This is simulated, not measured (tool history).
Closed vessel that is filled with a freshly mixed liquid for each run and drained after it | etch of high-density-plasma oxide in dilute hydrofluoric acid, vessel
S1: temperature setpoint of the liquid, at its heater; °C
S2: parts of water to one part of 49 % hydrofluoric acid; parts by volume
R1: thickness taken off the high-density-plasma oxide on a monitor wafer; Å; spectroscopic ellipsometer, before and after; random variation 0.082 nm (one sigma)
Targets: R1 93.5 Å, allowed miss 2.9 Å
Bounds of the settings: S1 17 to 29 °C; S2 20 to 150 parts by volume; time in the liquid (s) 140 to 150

run 1 day=0 | S1=21 S2=85 time_in_the_liquid_(s)=140 | R1=154.52
run 2 day=0.329 | S1=21 S2=85 time_in_the_liquid_(s)=150 | R1=162.36
run 3 day=0.479 | S1=19.5 S2=85 time_in_the_liquid_(s)=150 | R1=154.42
run 4 day=0.7 | S1=19.5 S2=65 time_in_the_liquid_(s)=150 | R1=206.28
run 5 day=0.942 | S1=19 S2=80 time_in_the_liquid_(s)=150 | R1=162.69
run 6 day=1.158 | S1=18.5 S2=90 time_in_the_liquid_(s)=150 | R1=140.51
run 7 day=1.471 | S1=18 S2=100 time_in_the_liquid_(s)=150 | R1=121.32
run 8 day=1.742 | S1=17.5 S2=105 time_in_the_liquid_(s)=150 | R1=111.83
run 9 day=1.821 | S1=17.5 S2=110 time_in_the_liquid_(s)=150 | R1=107.12

4 next moves are on the table. One of them brings every result within its allowed miss. Which?
run A day=1.9 | S1=20.5 S2=140 time_in_the_liquid_(s)=140 | R1=?
run B day=1.9 | S1=17 S2=115 time_in_the_liquid_(s)=150 | R1=?
run C day=1.9 | S1=19 S2=130 time_in_the_liquid_(s)=140 | R1=?
run D day=1.9 | S1=17 S2=115 time_in_the_liquid_(s)=140 | R1=?

move=A R1=85.925
move=B R1=99.712
move=C R1=88.036
move=D R1=93.065
A: takes the result that was furthest off past its target
B: nearer than the last run, and not there yet
C: takes the result that was furthest off past its target
D: meets every target
The right move is D.
